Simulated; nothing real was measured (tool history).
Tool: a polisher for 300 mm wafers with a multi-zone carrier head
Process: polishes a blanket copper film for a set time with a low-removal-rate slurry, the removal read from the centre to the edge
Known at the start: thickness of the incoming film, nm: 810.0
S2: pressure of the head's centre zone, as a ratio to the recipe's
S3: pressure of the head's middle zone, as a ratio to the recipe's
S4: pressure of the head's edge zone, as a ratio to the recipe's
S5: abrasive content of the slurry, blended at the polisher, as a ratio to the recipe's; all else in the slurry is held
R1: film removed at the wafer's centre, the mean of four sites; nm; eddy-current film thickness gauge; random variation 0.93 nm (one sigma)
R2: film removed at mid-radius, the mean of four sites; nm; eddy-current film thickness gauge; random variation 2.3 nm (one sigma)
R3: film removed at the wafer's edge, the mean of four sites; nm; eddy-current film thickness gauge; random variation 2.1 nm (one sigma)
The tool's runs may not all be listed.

Run 1, day 0.000: flow of slurry (ml/min) 140, S2 1.00, S3 1.00, S4 1.00, S5 1.00, polishing time (s) 66. Result: R1 295.02 nm, R2 290.90 nm, R3 288.65 nm.
Run 2, day 0.267: flow of slurry (ml/min) 125, S2 0.94, S3 0.96, S4 1.02, S5 0.85, polishing time (s) 60. Result: R1 238.37 nm, R2 241.75 nm, R3 256.35 nm.
Run 3, day 0.512: flow of slurry (ml/min) 125, S2 0.94, S3 0.96, S4 1.02, S5 0.75, polishing time (s) 60. Result: R1 230.04 nm, R2 232.14 nm, R3 246.81 nm.
Run 4, day 0.725: flow of slurry (ml/min) 125, S2 0.94, S3 0.96, S4 1.02, S5 0.75, polishing time (s) 45. Result: R1 174.02 nm, R2 174.40 nm, R3 184.47 nm.
Run 5, day 0.808: flow of slurry (ml/min) 125, S2 0.94, S3 1.02, S4 1.02, S5 0.75, polishing time (s) 45. Result: R1 175.58 nm, R2 186.75 nm, R3 184.32 nm.
Run 6, day 0.975: flow of slurry (ml/min) 125, S2 0.94, S3 1.05, S4 1.02, S5 0.75, polishing time (s) 45. Result: R1 172.63 nm, R2 190.06 nm, R3 182.34 nm.
Run 7, day 1.188: flow of slurry (ml/min) 115, S2 0.91, S3 1.01, S4 1.05, S5 0.75, polishing time (s) 45. Result: R1 164.82 nm, R2 181.83 nm, R3 186.99 nm.

The next listed run, before its measurement:
Run 8, day 1.275: flow of slurry (ml/min) 105, S2 0.89, S3 0.98, S4 1.06, S5 0.75, polishing time (s) 45. Result: R1 ?, R2 ?, R3 ?.

Run 8 gave R1 154.63 nm, R2 171.69 nm, R3 179.28 nm.
